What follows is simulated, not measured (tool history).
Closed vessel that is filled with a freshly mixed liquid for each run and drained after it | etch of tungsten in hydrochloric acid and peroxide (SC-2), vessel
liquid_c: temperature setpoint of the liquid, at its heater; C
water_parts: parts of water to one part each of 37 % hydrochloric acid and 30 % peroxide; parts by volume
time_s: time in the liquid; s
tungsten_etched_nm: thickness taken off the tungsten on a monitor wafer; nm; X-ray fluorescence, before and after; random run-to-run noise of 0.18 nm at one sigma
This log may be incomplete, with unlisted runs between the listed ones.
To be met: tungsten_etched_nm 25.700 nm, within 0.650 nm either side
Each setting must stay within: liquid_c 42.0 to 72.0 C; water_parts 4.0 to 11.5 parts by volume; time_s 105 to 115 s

Run 1, hour 0.0: liquid_c 58.0 C, water_parts 6.5 parts by volume, time_s 105 s. Result: tungsten_etched_nm 29.489 nm.
Run 2, hour 0.8: liquid_c 58.0 C, water_parts 6.5 parts by volume, time_s 105 s. Result: tungsten_etched_nm 29.427 nm.
Run 3, hour 2.8: liquid_c 57.5 C, water_parts 6.5 parts by volume, time_s 105 s. Result: tungsten_etched_nm 28.568 nm.
Run 4, hour 11.8: liquid_c 57.5 C, water_parts 6.5 parts by volume, time_s 105 s. Result: tungsten_etched_nm 28.325 nm.
Run 5, hour 17.7: liquid_c 60.0 C, water_parts 6.5 parts by volume, time_s 105 s. Result: tungsten_etched_nm 33.329 nm.
Run 6, hour 21.9: liquid_c 59.5 C, water_parts 6.5 parts by volume, time_s 105 s. Result: tungsten_etched_nm 32.448 nm.
Run 7, hour 30.0: liquid_c 59.0 C, water_parts 6.5 parts by volume, time_s 105 s. Result: tungsten_etched_nm 31.499 nm.
Run 8, hour 35.2: liquid_c 58.5 C, water_parts 6.5 parts by volume, time_s 105 s. Result: tungsten_etched_nm 30.852 nm.
Run 9, hour 39.6: liquid_c 58.0 C, water_parts 6.5 parts by volume, time_s 105 s. Result: tungsten_etched_nm 29.237 nm.
Run 10, hour 43.8: liquid_c 57.0 C, water_parts 6.5 parts by volume, time_s 105 s. Result: tungsten_etched_nm 27.356 nm.

Exercise: of the 5 proposed moves below, exactly one satisfies all targets within the stated allowed misses. Which move is it?
Run A, hour 48.0: liquid_c 56.0 C, water_parts 6.5 parts by volume, time_s 105 s. Result: tungsten_etched_nm ?.
Run B, hour 48.0: liquid_c 55.5 C, water_parts 6.0 parts by volume, time_s 115 s. Result: tungsten_etched_nm ?.
Run C, hour 48.0: liquid_c 56.0 C, water_parts 7.0 parts by volume, time_s 105 s. Result: tungsten_etched_nm ?.
Run D, hour 48.0: liquid_c 57.5 C, water_parts 6.0 parts by volume, time_s 105 s. Result: tungsten_etched_nm ?.
Run E, hour 48.0: liquid_c 56.0 C, water_parts 5.5 parts by volume, time_s 105 s. Result: tungsten_etched_nm ?.

move  tungsten_etched_nm
   A              25.927
   B              29.215
   C              24.486
   D              30.322
   E              29.383
A: every result lands within tolerance
B: its largest miss is bigger than the last run's
C: the result that was furthest off in the last run now lies on the other side of its target
D: its largest miss is bigger than the last run's
E: its largest miss is bigger than the last run's
So the answer is move A, the one that meets all the targets.

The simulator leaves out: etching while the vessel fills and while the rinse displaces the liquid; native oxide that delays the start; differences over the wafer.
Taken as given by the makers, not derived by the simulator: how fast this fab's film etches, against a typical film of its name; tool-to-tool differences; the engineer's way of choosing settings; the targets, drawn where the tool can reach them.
